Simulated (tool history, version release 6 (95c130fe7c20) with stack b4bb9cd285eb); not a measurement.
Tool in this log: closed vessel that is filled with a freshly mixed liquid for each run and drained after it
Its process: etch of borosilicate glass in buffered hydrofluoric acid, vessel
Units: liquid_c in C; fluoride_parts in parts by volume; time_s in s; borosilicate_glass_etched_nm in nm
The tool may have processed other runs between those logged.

run  hour  liquid_c  fluoride_parts  time_s  borosilicate_glass_etched_nm
  1     0        23              11      30                         28.79
  2   6.8        25              10      30                        35.717
  3   8.3      26.5             9.5      30                        39.678
  4  13.3      27.5               9      30                         43.97
  5  22.6      27.5               9      30                        43.578
  6  27.9      27.5               9      30                        44.124
  7  32.8      28.5             8.5      30                        49.124
  8  35.8        29             8.5      30                        50.021

Predict the results of run 9:
  9  39.5      29.5             8.5      30                             ?

Run 9 came out at borosilicate_glass_etched_nm 51.856 nm.
